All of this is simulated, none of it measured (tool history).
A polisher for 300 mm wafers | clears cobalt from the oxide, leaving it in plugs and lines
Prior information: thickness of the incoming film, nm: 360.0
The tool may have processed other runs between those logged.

run  hour  flow of slurry (ml/min)  pressure of the wafer on the pad (psi)  speed of the pad under the wafer (m/s)  overpolish time after the end point (s)  time until the end point was called (s)  dishing of a wide line in a test structure (angstrom)
  1     0                      240                                     1.7                                     0.9                                       12                                   84.355                                                 394.55
  2   6.3                      270                                     1.7                                     0.9                                       12                                   82.866                                                 396.73
  3    11                      270                                     1.7                                     0.7                                       12                                   106.21                                                    324
  4  19.3                      270                                     1.7                                     0.7                                        7                                   106.71                                                 205.06
  5  26.4                      270                                     1.7                                     0.8                                        7                                   94.536                                                 240.31
  6  27.3                      225                                     1.7                                     0.8                                        7                                   96.806                                                 224.16
  7  30.3                      230                                       2                                    0.86                                        9                                   75.369                                                 341.51

Forecast run 8:
  8  34.9                      230                                     2.2                                    0.88                                       10                                        ?                                                      ?

{"run 8": {"time until the end point was called (s)": 67.852, "dishing of a wide line in a test structure (angstrom)": 411.13}}
